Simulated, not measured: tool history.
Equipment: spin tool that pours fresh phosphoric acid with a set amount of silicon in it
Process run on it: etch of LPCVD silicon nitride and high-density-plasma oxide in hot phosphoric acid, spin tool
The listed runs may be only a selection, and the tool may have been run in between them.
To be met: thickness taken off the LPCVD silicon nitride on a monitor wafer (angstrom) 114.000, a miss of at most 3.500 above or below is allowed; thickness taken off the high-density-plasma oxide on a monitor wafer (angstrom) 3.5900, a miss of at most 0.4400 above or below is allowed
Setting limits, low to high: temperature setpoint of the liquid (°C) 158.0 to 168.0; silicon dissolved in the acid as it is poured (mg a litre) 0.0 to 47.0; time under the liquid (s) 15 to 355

| run | day | temperature setpoint of the liquid (°C) | silicon dissolved in the acid as it is poured (mg a litre) | time under the liquid (s) | thickness taken off the LPCVD silicon nitride on a monitor wafer (angstrom) | thickness taken off the high-density-plasma oxide on a monitor wafer (angstrom) |
|---|---|---|---|---|---|---|
| 1 | 0.000 | 163.0 | 20.5 | 180 | 197.830 | 7.5242 |
| 2 | 0.338 | 162.5 | 21.0 | 160 | 176.070 | 6.3327 |
| 3 | 0.692 | 162.5 | 21.0 | 95 | 103.640 | 3.6097 |
| 4 | 1.021 | 162.5 | 21.0 | 60 | 64.927 | 2.3281 |
| 5 | 1.375 | 162.5 | 21.0 | 95 | 103.750 | 3.6760 |
| 6 | 1.512 | 162.5 | 25.5 | 95 | 104.090 | 3.0654 |
| 7 | 1.675 | 163.0 | 25.5 | 95 | 106.580 | 3.4848 |
| 8 | 1.800 | 164.0 | 30.0 | 105 | 120.720 | 3.4529 |
| 9 | 2.158 | 164.0 | 29.0 | 105 | 118.910 | 3.4344 |
| 10 | 2.521 | 164.0 | 28.0 | 105 | 119.780 | 3.5596 |
| 11 | 2.558 | 164.0 | 27.5 | 105 | 121.210 | 3.7027 |
| 12 | 2.858 | 164.0 | 27.0 | 105 | 119.170 | 3.6842 |
| 13 | 3.150 | 164.0 | 26.5 | 105 | 119.980 | 3.7791 |

Below are 4 possible settings for the next run. Only one of them brings all results inside the allowed miss of their targets. Which is it?
| A | 3.442 | 162.0 | 29.0 | 120 | ? | ? |
| B | 3.442 | 164.0 | 26.5 | 110 | ? | ? |
| C | 3.442 | 165.5 | 21.5 | 95 | ? | ? |
| D | 3.442 | 162.0 | 24.0 | 105 | ? | ? |

| move | thickness taken off the LPCVD silicon nitride on a monitor wafer (angstrom) | thickness taken off the high-density-plasma oxide on a monitor wafer (angstrom) |
|---|---|---|
| A | 126.520 | 3.2879 |
| B | 123.920 | 3.8237 |
| C | 112.430 | 4.3275 |
| D | 110.710 | 3.4302 |
A: lands further from the targets than the last run did
B: lands further from the targets than the last run did
C: the furthest-off result lands on target, but another misses its tolerance
D: all results in spec
Correct choice: D, which meets every target
